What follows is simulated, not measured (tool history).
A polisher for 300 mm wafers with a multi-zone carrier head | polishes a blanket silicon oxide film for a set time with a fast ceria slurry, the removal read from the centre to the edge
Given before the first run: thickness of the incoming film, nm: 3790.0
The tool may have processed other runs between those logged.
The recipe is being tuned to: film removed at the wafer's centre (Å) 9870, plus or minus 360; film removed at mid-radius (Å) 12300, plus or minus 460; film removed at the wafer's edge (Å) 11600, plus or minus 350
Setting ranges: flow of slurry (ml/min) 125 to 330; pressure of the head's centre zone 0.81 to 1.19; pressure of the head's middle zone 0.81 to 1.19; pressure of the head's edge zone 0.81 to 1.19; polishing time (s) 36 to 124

run  hour  flow of slurry (ml/min)  pressure of the head's centre zone  pressure of the head's middle zone  pressure of the head's edge zone  polishing time (s)  film removed at the wafer's centre (Å)  film removed at mid-radius (Å)  film removed at the wafer's edge (Å)
  1     0                      210                                   1                                   1                                 1                  79                                  9245.3                          9048.8                                9302.6
  2   8.4                      210                                   1                                0.92                                 1                  79                                  9501.3                          8612.9                                9235.8
  3  17.3                      215                                0.99                                0.95                              1.01                  80                                  9380.1                          8651.2                                9585.7
  4  22.3                      210                                0.98                                0.97                              1.01                  82                                    9299                          9220.1                                9698.2
  5  31.3                      210                                0.98                                 0.9                              1.01                  82                                  9600.7                          8703.9                                9729.4
  6  38.7                      215                                0.98                                0.93                              1.01                  83                                  9729.7                          9011.7                                 10000
  7  41.8                      220                                0.98                                0.96                              1.01                  84                                  9864.6                          9434.7                                9945.8
  8  43.1                      225                                0.97                                0.98                              1.02                  85                                  9874.5                            9847                                 10314
  9  47.5                      235                                0.96                                0.99                              1.02                  85                                  9790.2                           10063                                 10179
 10  52.5                      240                                0.95                                   1                              1.03                  85                                  9738.5                          9875.9                                 10234

5 next moves are on the table. One of them brings every result within its allowed miss. Which?
  A  57.5                      185                                0.87                                1.12                              1.04                  98                                       ?                               ?                                     ?
  B  57.5                      190                                0.81                                1.18                              0.99                 103                                       ?                               ?                                     ?
  C  57.5                      240                                0.88                                1.13                              1.02                  88                                       ?                               ?                                     ?
  D  57.5                      210                                0.83                                1.18                              0.85                 100                                       ?                               ?                                     ?
  E  57.5                      255                                0.92                                1.16                              0.86                  91                                       ?                               ?                                     ?

move  film removed at the wafer's centre (Å)  film removed at mid-radius (Å)  film removed at the wafer's edge (Å)
   A                                  9868.3                           12121                                 11595
   B                                  9704.4                           13393                                 11929
   C                                  9368.4                           11408                                 10619
   D                                  9831.8                           13214                                 10921
   E                                   10220                           12158                                 10192
A: each result inside its tolerance
B: pushes the last run's worst result past its target
C: nearer than the last run, and not there yet
D: pushes the last run's worst result past its target
E: the worst result of the last run now meets its target, but another is out of spec
A meets every target.

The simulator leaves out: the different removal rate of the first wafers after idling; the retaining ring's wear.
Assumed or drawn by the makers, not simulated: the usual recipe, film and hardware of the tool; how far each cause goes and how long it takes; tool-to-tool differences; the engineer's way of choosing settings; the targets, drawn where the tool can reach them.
